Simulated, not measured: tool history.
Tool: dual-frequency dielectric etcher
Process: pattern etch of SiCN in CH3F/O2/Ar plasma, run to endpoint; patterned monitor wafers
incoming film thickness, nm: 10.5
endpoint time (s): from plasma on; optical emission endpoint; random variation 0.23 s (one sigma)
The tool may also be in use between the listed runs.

| run | hour | source power (kW) | bias power (kW) | endpoint time (s) |
|---|---|---|---|---|
| 1 | 0 | 0.33 | 0.102 | 29.044 |
| 2 | 3 | 0.3 | 0.102 | 30.877 |
| 3 | 8.4 | 0.3 | 0.091 | 32.797 |
| 4 | 16.5 | 0.28 | 0.09 | 33.959 |
| 5 | 20.4 | 0.28 | 0.107 | 31.382 |
| 6 | 28.9 | 0.26 | 0.105 | 33.508 |

The next listed run, before its measurement:
| 7 | 33.8 | 0.21 | 0.103 | ? |

{"run 7": {"endpoint time (s)": 39.912}}
